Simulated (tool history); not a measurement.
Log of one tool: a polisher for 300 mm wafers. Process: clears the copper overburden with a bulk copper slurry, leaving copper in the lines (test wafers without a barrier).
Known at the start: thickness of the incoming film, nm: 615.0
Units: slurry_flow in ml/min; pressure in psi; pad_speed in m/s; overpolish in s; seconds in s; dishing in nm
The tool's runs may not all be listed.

Run 1, day 0.000: slurry_flow 215 ml/min, pressure 2.1 psi, pad_speed 1.12 m/s, slurry_solids 1.00, overpolish 27 s. Result: seconds 101.98 s, dishing 83.133 nm.
Run 2, day 0.279: slurry_flow 215 ml/min, pressure 1.9 psi, pad_speed 1.10 m/s, slurry_solids 1.00, overpolish 28 s. Result: seconds 116.99 s, dishing 74.880 nm.
Run 3, day 0.617: slurry_flow 215 ml/min, pressure 1.8 psi, pad_speed 1.10 m/s, slurry_solids 1.00, overpolish 29 s. Result: seconds 123.60 s, dishing 75.904 nm.
Run 4, day 0.875: slurry_flow 215 ml/min, pressure 1.8 psi, pad_speed 1.10 m/s, slurry_solids 1.15, overpolish 29 s. Result: seconds 124.53 s, dishing 79.895 nm.
Run 5, day 1.129: slurry_flow 215 ml/min, pressure 1.8 psi, pad_speed 1.10 m/s, slurry_solids 1.15, overpolish 18 s. Result: seconds 120.38 s, dishing 56.355 nm.
Run 6, day 1.383: slurry_flow 215 ml/min, pressure 1.7 psi, pad_speed 1.08 m/s, slurry_solids 1.15, overpolish 20 s. Result: seconds 127.85 s, dishing 57.415 nm.
Run 7, day 1.529: slurry_flow 215 ml/min, pressure 1.6 psi, pad_speed 1.08 m/s, slurry_solids 1.15, overpolish 22 s. Result: seconds 134.48 s, dishing 63.826 nm.

The next listed run, before its measurement:
Run 8, day 1.712: slurry_flow 215 ml/min, pressure 1.5 psi, pad_speed 1.08 m/s, slurry_solids 1.15, overpolish 22 s. Result: seconds ?, dishing ?.

{"run 8": {"seconds": 146.79, "dishing": 57.745}}
